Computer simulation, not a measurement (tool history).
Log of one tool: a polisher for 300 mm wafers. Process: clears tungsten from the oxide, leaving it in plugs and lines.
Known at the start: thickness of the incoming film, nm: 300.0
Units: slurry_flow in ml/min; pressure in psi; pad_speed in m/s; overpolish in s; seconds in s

run	hour	slurry_flow	pressure	pad_speed	slurry_solids	overpolish	seconds
1	0	205	3.2	1.02	1	5	76.608
2	2.7	205	3.5	1.02	1	5	69.884
3	6.6	235	3.5	1.02	1	5	70.459
4	12.1	235	2.8	1.02	1	5	87.459
5	13.9	235	2.8	1.02	1.1	5	83.904
6	14.7	235	3.4	1.02	1.1	5	69.337
7	19.4	235	3.6	1.02	1.1	5	67.019
8	23.6	235	3.8	1.02	1.1	5	62.977

Forecast run 9:
9	27.9	235	4	1.02	1.1	5	?

seconds: 60.499 s
